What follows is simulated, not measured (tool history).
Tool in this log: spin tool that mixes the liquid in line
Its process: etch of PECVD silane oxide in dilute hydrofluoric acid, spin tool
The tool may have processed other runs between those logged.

run	hour	temperature setpoint of the liquid (C)	parts of water to one part of 49 % hydrofluoric acid (parts by volume)	time under the liquid (s)	thickness taken off the PECVD silane oxide on a monitor wafer (nm)
1	0	21	130	50	5.2269
2	2.3	21	175	50	3.6872
3	7.2	22	170	50	4.0283
4	16.1	20	170	50	3.6967
5	20.9	18	170	50	3.3673
6	28.1	21	170	50	3.7883

Expected results for the next run?
7	35	22	165	50	?

Logged for run 7: thickness taken off the PECVD silane oxide on a monitor wafer (nm) 4.1578.
